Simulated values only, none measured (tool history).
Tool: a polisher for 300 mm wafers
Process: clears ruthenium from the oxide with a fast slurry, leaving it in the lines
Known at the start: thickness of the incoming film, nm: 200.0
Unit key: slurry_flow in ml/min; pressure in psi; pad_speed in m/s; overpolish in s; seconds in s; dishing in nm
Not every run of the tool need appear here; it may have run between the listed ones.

run	hour	slurry_flow	pressure	pad_speed	slurry_solids	overpolish	seconds	dishing
1	0	150	2.2	1.12	1	28	72.726	38.699
2	3.3	150	2.3	1.12	1	28	70.649	38.926
3	9.2	150	2.7	1.12	1	28	59.731	39.933
4	18	180	2.7	1.12	1	28	59.403	41.731
5	23	180	2.8	1.12	1	28	56.826	41.645
6	28.9	180	2.9	1.12	1	28	55.814	41.859
7	34.9	180	3	1.12	1	28	53.85	43.262
8	43	180	3.1	1.12	1	28	53.259	42.859

The next listed run, before its measurement:
9	44.1	180	3.1	1.14	1	28	?	?

seconds: 51.158 s
dishing: 44.133 nm
